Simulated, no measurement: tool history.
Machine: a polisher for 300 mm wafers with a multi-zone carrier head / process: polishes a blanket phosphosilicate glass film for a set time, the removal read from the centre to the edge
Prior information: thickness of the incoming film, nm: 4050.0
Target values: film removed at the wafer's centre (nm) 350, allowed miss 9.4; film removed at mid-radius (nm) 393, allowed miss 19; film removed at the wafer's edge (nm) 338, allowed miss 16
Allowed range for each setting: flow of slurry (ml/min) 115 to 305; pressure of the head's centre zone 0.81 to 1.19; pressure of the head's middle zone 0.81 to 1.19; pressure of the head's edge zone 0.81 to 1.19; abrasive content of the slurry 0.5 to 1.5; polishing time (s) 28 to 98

run	day	flow of slurry (ml/min)	pressure of the head's centre zone	pressure of the head's middle zone	pressure of the head's edge zone	abrasive content of the slurry	polishing time (s)	film removed at the wafer's centre (nm)	film removed at mid-radius (nm)	film removed at the wafer's edge (nm)
1	0	195	1	1	1	1	63	534.71	522.29	519.72
2	0.133	195	0.99	1.01	0.98	0.95	62	514.37	507.56	499.63
3	0.504	195	0.99	1.01	1.03	0.95	62	502.31	503.83	521
4	0.729	195	0.99	1.01	1.03	0.85	62	483.88	479.39	484.18
5	0.754	195	0.99	1.01	1.03	0.85	49	387	383.4	387.06
6	1.112	190	0.98	1.02	1.02	0.85	49	375.04	385.96	381.7
7	1.262	185	0.98	1.03	1.01	0.85	49	375.07	384.21	388.94
8	1.571	190	0.97	1.04	0.99	0.85	49	374.37	390.15	377.79
9	1.804	190	0.97	1.05	0.98	0.85	49	368.4	390.75	367.44
10	2.017	190	0.97	1.05	0.97	0.85	49	372.54	385.78	370.03
11	2.388	190	0.97	1.06	0.96	0.85	49	374.36	398.96	373.9
12	2.458	190	0.97	1.06	0.95	0.85	49	370.09	395.76	369.88

Pick the move, out of 5, that brings all results within their allowed miss; only one does.
A	2.529	180	1.02	1.11	1.03	0.65	55	?	?	?
B	2.529	170	0.96	1.11	0.85	1	44	?	?	?
C	2.529	245	1.03	1.06	0.9	0.7	51	?	?	?
D	2.529	220	1.06	1.13	0.91	0.9	44	?	?	?
E	2.529	175	1.01	0.96	0.99	0.85	52	?	?	?

move	film removed at the wafer's centre (nm)	film removed at mid-radius (nm)	film removed at the wafer's edge (nm)
A	378.69	403.31	377.08
B	349.03	395.8	338.86
C	385.82	389.46	351.83
D	382.86	396.91	342.03
E	404.27	385.11	400.72
A: the biggest miss grows against the last run
B: all results land within tolerance of their targets
C: the biggest miss grows against the last run
D: the biggest miss grows against the last run
E: the biggest miss grows against the last run
B meets every target.
